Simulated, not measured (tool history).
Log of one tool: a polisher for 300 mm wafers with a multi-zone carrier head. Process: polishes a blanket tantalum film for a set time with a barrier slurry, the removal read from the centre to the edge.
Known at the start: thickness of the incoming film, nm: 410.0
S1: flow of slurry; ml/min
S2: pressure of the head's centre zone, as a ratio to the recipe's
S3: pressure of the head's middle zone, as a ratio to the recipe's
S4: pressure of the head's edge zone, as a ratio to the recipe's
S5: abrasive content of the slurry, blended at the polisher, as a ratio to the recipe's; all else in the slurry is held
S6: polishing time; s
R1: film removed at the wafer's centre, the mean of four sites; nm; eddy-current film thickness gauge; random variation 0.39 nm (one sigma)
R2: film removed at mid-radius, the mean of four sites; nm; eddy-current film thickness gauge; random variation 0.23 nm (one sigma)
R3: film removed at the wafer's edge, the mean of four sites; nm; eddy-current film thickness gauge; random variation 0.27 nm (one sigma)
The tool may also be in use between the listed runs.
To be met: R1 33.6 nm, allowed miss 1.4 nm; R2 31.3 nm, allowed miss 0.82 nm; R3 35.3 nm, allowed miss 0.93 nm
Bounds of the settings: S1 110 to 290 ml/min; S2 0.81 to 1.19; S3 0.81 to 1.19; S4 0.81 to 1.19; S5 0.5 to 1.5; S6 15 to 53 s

Run 1, day 0: S1 185 ml/min, S2 1, S3 1, S4 1, S5 1, S6 34 s. Result: R1 23.072 nm, R2 23.361 nm, R3 22.385 nm.
Run 2, day 0.375: S1 185 ml/min, S2 1, S3 1, S4 1.08, S5 1, S6 34 s. Result: R1 23.422 nm, R2 23.384 nm, R3 22.826 nm.
Run 3, day 0.704: S1 185 ml/min, S2 0.98, S3 0.97, S4 1.1, S5 1.15, S6 36 s. Result: R1 24.483 nm, R2 25.27 nm, R3 25.3 nm.
Run 4, day 0.775: S1 185 ml/min, S2 0.91, S3 0.97, S4 1.1, S5 1.15, S6 36 s. Result: R1 22.968 nm, R2 24.785 nm, R3 25.272 nm.
Run 5, day 0.821: S1 185 ml/min, S2 0.95, S3 0.97, S4 1.1, S5 1.15, S6 36 s. Result: R1 23.905 nm, R2 25.217 nm, R3 25.932 nm.
Run 6, day 0.917: S1 195 ml/min, S2 0.99, S3 0.95, S4 1.12, S5 1.25, S6 37 s. Result: R1 26.339 nm, R2 26.214 nm, R3 26.937 nm.
Run 7, day 0.983: S1 195 ml/min, S2 0.99, S3 0.93, S4 1.14, S5 1.3, S6 39 s. Result: R1 27.32 nm, R2 27.16 nm, R3 29.078 nm.
Run 8, day 1.312: S1 200 ml/min, S2 1, S3 0.92, S4 1.15, S5 1.35, S6 40 s. Result: R1 29.196 nm, R2 28.047 nm, R3 30.505 nm.
Run 9, day 1.35: S1 210 ml/min, S2 1, S3 0.91, S4 1.16, S5 1.4, S6 41 s. Result: R1 30.597 nm, R2 29.257 nm, R3 31.494 nm.
Run 10, day 1.671: S1 205 ml/min, S2 1, S3 0.9, S4 1.17, S5 1.4, S6 42 s. Result: R1 30.72 nm, R2 29.572 nm, R3 32.441 nm.
Run 11, day 1.888: S1 210 ml/min, S2 1, S3 0.89, S4 1.18, S5 1.45, S6 43 s. Result: R1 31.788 nm, R2 30.524 nm, R3 33.545 nm.
Run 12, day 1.912: S1 210 ml/min, S2 1, S3 0.88, S4 1.18, S5 1.45, S6 43 s. Result: R1 32.212 nm, R2 30.154 nm, R3 33.301 nm.
Run 13, day 2.104: S1 200 ml/min, S2 1, S3 0.88, S4 1.18, S5 1.45, S6 44 s. Result: R1 32.404 nm, R2 30.584 nm, R3 34.274 nm.

5 next moves are on the table. One of them brings every result within its allowed miss. Which?
Run A, day 2.296: S1 185 ml/min, S2 0.94, S3 0.87, S4 1.18, S5 1.4, S6 45 s. Result: R1 ?, R2 ?, R3 ?.
Run B, day 2.296: S1 195 ml/min, S2 0.99, S3 0.85, S4 1.16, S5 1.45, S6 46 s. Result: R1 ?, R2 ?, R3 ?.
Run C, day 2.296: S1 185 ml/min, S2 0.92, S3 0.87, S4 1.15, S5 1.5, S6 45 s. Result: R1 ?, R2 ?, R3 ?.
Run D, day 2.296: S1 235 ml/min, S2 1.07, S3 0.93, S4 1.14, S5 1.45, S6 41 s. Result: R1 ?, R2 ?, R3 ?.
Run E, day 2.296: S1 170 ml/min, S2 0.93, S3 0.81, S4 1.08, S5 1.3, S6 46 s. Result: R1 ?, R2 ?, R3 ?.

move      R1      R2      R3
   A  31.078  30.599  33.821
   B   33.95    31.3  34.681
   C  30.817  31.013  33.822
   D  33.546  29.953  31.122
   E  30.572  29.337  32.321
A: further off than the last run
B: meets every target
C: further off than the last run
D: further off than the last run
E: further off than the last run
The right move is B.
